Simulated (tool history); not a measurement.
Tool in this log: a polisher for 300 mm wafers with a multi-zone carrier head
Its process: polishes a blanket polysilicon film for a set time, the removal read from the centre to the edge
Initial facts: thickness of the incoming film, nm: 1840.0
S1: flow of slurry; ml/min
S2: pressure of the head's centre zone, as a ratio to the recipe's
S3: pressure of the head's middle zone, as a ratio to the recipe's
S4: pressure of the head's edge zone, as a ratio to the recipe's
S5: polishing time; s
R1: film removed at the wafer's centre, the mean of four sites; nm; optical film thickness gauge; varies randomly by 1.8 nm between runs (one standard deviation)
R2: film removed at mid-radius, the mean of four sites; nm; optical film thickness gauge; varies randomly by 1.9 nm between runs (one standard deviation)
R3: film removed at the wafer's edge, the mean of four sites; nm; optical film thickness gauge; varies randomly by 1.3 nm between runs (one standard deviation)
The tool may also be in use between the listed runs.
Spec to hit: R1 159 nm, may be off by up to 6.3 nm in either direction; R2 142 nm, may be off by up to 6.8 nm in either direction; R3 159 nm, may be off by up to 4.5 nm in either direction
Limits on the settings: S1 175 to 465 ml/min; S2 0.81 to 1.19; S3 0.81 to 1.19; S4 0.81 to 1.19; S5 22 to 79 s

run	hour	S1	S2	S3	S4	S5	R1	R2	R3
1	0	295	1	1	1	50	236.57	239.35	244.12
2	2.1	345	1	1	1	50	238.13	235.92	245.02
3	5.8	345	1	0.95	1	50	239.97	229.38	245.52
4	7.2	345	1	0.95	1	55	264.94	252.16	271.02
5	9	345	0.96	0.95	1	55	250.82	252.12	269.5
6	16.2	400	0.96	0.95	1	55	255.55	254.51	273.97
7	21.9	400	0.96	0.93	0.98	50	229.24	234.26	247.58
8	28.6	390	0.98	0.91	0.98	45	210.38	202	220.37
9	33.5	385	0.98	0.89	0.97	42	198.33	185.57	206.55
10	42.3	380	0.98	0.87	0.95	40	190.18	170.77	192.68
11	43.7	370	0.96	0.86	0.92	39	177.94	166.1	185.56
12	52.4	360	0.96	0.85	0.9	38	174.43	156.96	178.8
13	59.2	350	0.96	0.85	0.88	37	169.43	148.91	173.13

Pick the move, out of 4, that brings all results within their allowed miss; only one does.
A	66	350	0.95	0.84	0.84	35	?	?	?
B	66	310	1.06	0.83	0.85	35	?	?	?
C	66	320	0.91	0.82	0.89	39	?	?	?
D	66	280	1.08	0.89	0.83	36	?	?	?

move	R1	R2	R3
A	161.15	144.93	160.85
B	176.51	141.86	160.28
C	170.93	157.1	182.4
D	182.76	152.94	161.9
A: all results land within tolerance of their targets
B: corrects the largest miss of the last run, while another result sits out of spec
C: the biggest miss grows against the last run
D: corrects the largest miss of the last run, while another result sits out of spec
So the answer is move A, the one that meets all the targets.
